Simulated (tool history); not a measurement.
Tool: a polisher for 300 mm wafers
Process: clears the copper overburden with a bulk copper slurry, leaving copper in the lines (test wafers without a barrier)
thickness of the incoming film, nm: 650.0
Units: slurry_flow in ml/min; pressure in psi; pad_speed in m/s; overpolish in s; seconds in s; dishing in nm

| run | day | slurry_flow | pressure | pad_speed | slurry_solids | overpolish | seconds | dishing |
|---|---|---|---|---|---|---|---|---|
| 1 | 0 | 250 | 1.7 | 0.96 | 1 | 14 | 132.77 | 38.949 |
| 2 | 0.288 | 290 | 1.4 | 1.12 | 1.15 | 11 | 133.56 | 31.021 |
| 3 | 0.458 | 320 | 1.3 | 1.22 | 1.25 | 9 | 129.67 | 27.173 |
| 4 | 0.717 | 320 | 1.3 | 1.44 | 1.25 | 9 | 115.2 | 30.278 |
| 5 | 0.875 | 340 | 1.3 | 1.46 | 1.3 | 8 | 108.46 | 28.741 |
| 6 | 0.9 | 355 | 1.3 | 1.48 | 1.35 | 7 | 108.5 | 25.845 |
| 7 | 1.271 | 365 | 1.4 | 1.48 | 1.4 | 6 | 98.59 | 24.952 |

Run 8 comes next. What will it give?
| 8 | 1.638 | 395 | 1.8 | 1.26 | 1.5 | 4 | ? | ? |

{"run 8": {"seconds": 89.425, "dishing": 19.055}}
